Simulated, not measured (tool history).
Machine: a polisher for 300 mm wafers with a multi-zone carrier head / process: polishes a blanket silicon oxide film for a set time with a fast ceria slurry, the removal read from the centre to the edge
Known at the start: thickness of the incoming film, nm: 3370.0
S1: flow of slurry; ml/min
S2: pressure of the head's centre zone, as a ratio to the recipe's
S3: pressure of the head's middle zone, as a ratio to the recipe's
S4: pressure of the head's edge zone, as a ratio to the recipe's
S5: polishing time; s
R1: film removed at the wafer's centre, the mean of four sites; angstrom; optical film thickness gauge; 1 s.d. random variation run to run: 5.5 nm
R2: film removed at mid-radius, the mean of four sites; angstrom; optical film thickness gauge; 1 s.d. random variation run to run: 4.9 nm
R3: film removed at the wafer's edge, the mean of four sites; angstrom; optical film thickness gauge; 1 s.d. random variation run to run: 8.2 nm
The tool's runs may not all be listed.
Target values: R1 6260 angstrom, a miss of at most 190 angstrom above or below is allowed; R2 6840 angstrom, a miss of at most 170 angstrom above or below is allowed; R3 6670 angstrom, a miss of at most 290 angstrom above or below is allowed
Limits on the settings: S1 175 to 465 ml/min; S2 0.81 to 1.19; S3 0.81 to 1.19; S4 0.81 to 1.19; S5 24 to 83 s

| run | hour | S1 | S2 | S3 | S4 | S5 | R1 | R2 | R3 |
|---|---|---|---|---|---|---|---|---|---|
| 1 | 0 | 295 | 1 | 1 | 1 | 53 | 9773.6 | 9812.1 | 9729.7 |
| 2 | 7.1 | 295 | 1 | 1.06 | 1 | 53 | 9906.8 | 10197 | 9708.5 |
| 3 | 8.6 | 295 | 1 | 1.06 | 1 | 66 | 12279 | 12645 | 12228 |
| 4 | 11.3 | 290 | 0.98 | 1.03 | 0.98 | 60 | 10720 | 11326 | 10912 |
| 5 | 17.6 | 290 | 0.98 | 1.03 | 1.06 | 60 | 10876 | 11402 | 11455 |
| 6 | 26.4 | 285 | 0.96 | 1.01 | 1.03 | 55 | 9901.6 | 10101 | 10402 |
| 7 | 28.6 | 290 | 0.94 | 1.02 | 1 | 51 | 9004 | 9492.8 | 9203.7 |
| 8 | 36.4 | 235 | 0.84 | 0.92 | 0.9 | 38 | 5752 | 6430.6 | 6773.5 |
| 9 | 42.7 | 250 | 0.85 | 0.93 | 0.89 | 38 | 5942.3 | 6432.2 | 6674 |
| 10 | 44.3 | 260 | 0.85 | 0.94 | 0.89 | 38 | 5968.2 | 6581.1 | 6642.2 |
| 11 | 48 | 270 | 0.85 | 0.94 | 0.89 | 38 | 5912.3 | 6545 | 6724.6 |
| 12 | 53.6 | 270 | 0.86 | 0.95 | 0.89 | 38 | 6109.9 | 6606 | 6651.9 |
| 13 | 60.3 | 275 | 0.86 | 0.96 | 0.89 | 38 | 5987 | 6717.8 | 6638.3 |

Which of these 4 next moves meets every target?
| A | 67 | 260 | 0.88 | 0.96 | 0.87 | 39 | ? | ? | ? |
| B | 67 | 320 | 0.82 | 0.89 | 0.92 | 38 | ? | ? | ? |
| C | 67 | 285 | 0.89 | 0.93 | 0.86 | 37 | ? | ? | ? |
| D | 67 | 275 | 0.85 | 0.88 | 0.95 | 39 | ? | ? | ? |

| move | R1 | R2 | R3 |
|---|---|---|---|
| A | 6347 | 6951.4 | 6668.5 |
| B | 5870.1 | 6474 | 6757.7 |
| C | 6144.4 | 6474.2 | 6336.3 |
| D | 6159.5 | 6498.4 | 6970 |
A: meets every target
B: misses by more than the last run did
C: the furthest-off result lands on target, but another misses its tolerance
D: the furthest-off result lands on target, but another misses its tolerance
Correct choice: A, which meets every target
